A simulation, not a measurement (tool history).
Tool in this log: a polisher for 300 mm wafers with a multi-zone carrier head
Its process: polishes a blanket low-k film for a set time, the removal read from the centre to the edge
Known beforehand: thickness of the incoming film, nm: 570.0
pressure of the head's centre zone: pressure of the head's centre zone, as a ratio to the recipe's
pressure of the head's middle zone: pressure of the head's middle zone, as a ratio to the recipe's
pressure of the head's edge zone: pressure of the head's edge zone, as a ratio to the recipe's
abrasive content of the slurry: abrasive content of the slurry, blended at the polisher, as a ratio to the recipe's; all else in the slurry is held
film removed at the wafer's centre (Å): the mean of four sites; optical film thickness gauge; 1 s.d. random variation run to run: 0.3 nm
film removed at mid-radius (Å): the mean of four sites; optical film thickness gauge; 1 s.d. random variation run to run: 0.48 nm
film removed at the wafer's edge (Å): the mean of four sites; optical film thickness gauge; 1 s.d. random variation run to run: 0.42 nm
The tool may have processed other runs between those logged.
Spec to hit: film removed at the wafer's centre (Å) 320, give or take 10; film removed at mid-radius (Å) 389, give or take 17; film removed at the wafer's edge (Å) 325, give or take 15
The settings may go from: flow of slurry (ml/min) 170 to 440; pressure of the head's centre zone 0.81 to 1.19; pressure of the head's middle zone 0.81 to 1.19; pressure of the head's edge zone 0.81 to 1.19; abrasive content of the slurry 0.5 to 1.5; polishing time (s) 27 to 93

run,hour,flow of slurry (ml/min),pressure of the head's centre zone,pressure of the head's middle zone,pressure of the head's edge zone,abrasive content of the slurry,polishing time (s),film removed at the wafer's centre (Å),film removed at mid-radius (Å),film removed at the wafer's edge (Å)
1,0,280,1,1,1,1,59,307.58,289.19,286.74
2,5.9,225,1,1,1,1,59,292.11,285.94,291.37
3,14.7,175,1,1,1,1,59,286.36,271.99,274.37
4,15.9,175,1,1,1,1.1,59,289.61,287.16,283.31
5,16.9,175,1,1,1,1.1,51,257.52,244.35,246.19
6,18.2,175,1,1,0.93,1.1,51,256.27,244.25,241.05
7,18.9,195,0.99,1.02,0.95,1.15,51,260.45,260.38,248.62
8,19.5,210,0.99,1.04,0.97,1.2,51,263.56,273.43,255.3
9,27.7,225,0.99,1.05,0.99,1.25,51,279.04,282.16,268.42
10,36.4,245,0.89,1.15,0.94,1.5,57,300.49,362.37,308.56
11,44.3,250,0.89,1.16,0.95,1.5,57,300.34,375,320.15
12,48.3,255,0.9,1.16,0.95,1.5,57,307.99,371.85,316.23
13,54.8,260,0.9,1.16,0.95,1.5,57,302.73,371.61,315.59
14,63,260,0.91,1.16,0.95,1.5,57,309.45,366.7,318.68

Exercise: of the 4 proposed moves below, exactly one satisfies all targets within the stated allowed misses. Which move is it?
A,71.2,215,0.86,1.19,0.81,1.45,65,?,?,?
B,71.2,430,0.94,1.09,1.03,1.45,54,?,?,?
C,71.2,180,0.87,1.12,0.81,1.45,67,?,?,?
D,71.2,280,0.84,1.18,0.92,1.4,60,?,?,?

move,film removed at the wafer's centre (Å),film removed at mid-radius (Å),film removed at the wafer's edge (Å)
A,322.89,418.21,327.79
B,317.81,347.54,321.99
C,325.48,398.18,330.81
D,298.68,391.86,324.78
A: takes the result that was furthest off past its target
B: the biggest miss grows against the last run
C: every result within its allowed miss
D: meets the target for the result that was furthest off, but another lies outside its allowed miss
So the answer is move C, the one that meets all the targets.
